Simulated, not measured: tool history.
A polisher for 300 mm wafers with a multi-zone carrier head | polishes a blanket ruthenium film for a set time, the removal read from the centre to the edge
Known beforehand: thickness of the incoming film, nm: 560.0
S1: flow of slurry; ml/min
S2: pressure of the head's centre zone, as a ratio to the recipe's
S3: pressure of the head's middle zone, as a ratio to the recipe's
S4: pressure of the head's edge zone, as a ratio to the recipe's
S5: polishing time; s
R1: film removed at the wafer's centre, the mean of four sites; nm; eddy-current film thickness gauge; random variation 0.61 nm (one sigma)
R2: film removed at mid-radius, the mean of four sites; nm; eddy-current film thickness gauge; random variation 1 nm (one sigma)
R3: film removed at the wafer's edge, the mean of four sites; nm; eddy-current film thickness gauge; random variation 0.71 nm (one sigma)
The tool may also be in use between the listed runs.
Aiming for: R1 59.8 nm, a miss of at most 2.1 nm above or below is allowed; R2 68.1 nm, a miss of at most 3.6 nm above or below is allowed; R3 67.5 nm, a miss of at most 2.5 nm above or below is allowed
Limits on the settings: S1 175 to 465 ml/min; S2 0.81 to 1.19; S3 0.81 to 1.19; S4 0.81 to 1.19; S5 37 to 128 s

run 1 hour=0 | S1=295 S2=1 S3=1 S4=1 S5=82 | R1=112.65 R2=127.2 R3=128.43
run 2 hour=4.4 | S1=295 S2=1 S3=1 S4=1 S5=91 | R1=123.25 R2=142.5 R3=141.82
run 3 hour=9.5 | S1=295 S2=1 S3=1 S4=0.97 S5=91 | R1=122.51 R2=138 R3=139.32
run 4 hour=17.1 | S1=335 S2=1 S3=1 S4=0.97 S5=91 | R1=123.88 R2=139.71 R3=140.34
run 5 hour=21.4 | S1=335 S2=1.03 S3=1 S4=0.97 S5=91 | R1=127.3 R2=138.53 R3=141.86
-- hour=27.6 centre zone pressure recalibrated
run 6 hour=27.6 | S1=325 S2=0.98 S3=0.98 S4=0.92 S5=73 | R1=110.82 R2=111.25 R3=109.23
run 7 hour=34.6 | S1=275 S2=0.92 S3=0.96 S4=0.97 S5=61 | R1=85.58 R2=90.713 R3=93.413
run 8 hour=43.3 | S1=245 S2=0.83 S3=0.94 S4=0.87 S5=38 | R1=47.014 R2=54.336 R3=54.167
run 9 hour=44.9 | S1=330 S2=0.91 S3=1.02 S4=0.97 S5=38 | R1=52.879 R2=60.087 R3=58.378
run 10 hour=53.7 | S1=325 S2=0.93 S3=1.03 S4=1 S5=40 | R1=57.464 R2=61.011 R3=63.27
run 11 hour=60.3 | S1=345 S2=0.92 S3=1.13 S4=1.03 S5=42 | R1=59.234 R2=72.996 R3=66.765

Next run, 5 choices. One meets every target within its allowed miss, the rest don't. Which?
run A hour=66.9 | S1=235 S2=0.97 S3=0.86 S4=1.15 S5=45 | R1=? R2=? R3=?
run B hour=66.9 | S1=290 S2=0.88 S3=0.84 S4=1.12 S5=45 | R1=? R2=? R3=?
run C hour=66.9 | S1=295 S2=0.94 S3=1.08 S4=1.07 S5=42 | R1=? R2=? R3=?
run D hour=66.9 | S1=320 S2=0.92 S3=1.17 S4=1 S5=44 | R1=? R2=? R3=?
run E hour=66.9 | S1=300 S2=0.89 S3=1.01 S4=1.15 S5=45 | R1=? R2=? R3=?

move=A R1=64.88 R2=58.647 R3=74.407
move=B R1=60.564 R2=59.109 R3=74.92
move=C R1=60.642 R2=68.203 R3=68.211
move=D R1=62.79 R2=77.205 R3=69.491
move=E R1=61.583 R2=69.165 R3=75.986
A: the result that was furthest off in the last run now lies on the other side of its target
B: the result that was furthest off in the last run now lies on the other side of its target
C: meets every target
D: its largest miss is bigger than the last run's
E: the worst result of the last run now meets its target, but another is out of spec
The right move is C.
